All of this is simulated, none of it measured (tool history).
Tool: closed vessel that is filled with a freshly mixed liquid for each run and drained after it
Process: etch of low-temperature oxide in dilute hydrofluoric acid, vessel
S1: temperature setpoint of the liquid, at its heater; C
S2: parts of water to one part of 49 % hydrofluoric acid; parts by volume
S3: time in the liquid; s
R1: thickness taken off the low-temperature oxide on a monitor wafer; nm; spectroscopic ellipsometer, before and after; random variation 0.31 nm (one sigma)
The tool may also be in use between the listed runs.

run	hour	S1	S2	S3	R1
1	0.0	24.0	255	985	98.933
2	2.9	24.0	350	985	65.004
3	11.0	22.0	350	985	61.926
4	19.3	22.0	275	985	83.383
5	21.0	24.0	275	985	90.510
6	21.8	22.5	275	985	84.793

The next listed run, before its measurement:
7	25.6	18.5	320	985	?

{"run 7": {"R1": 60.883}}
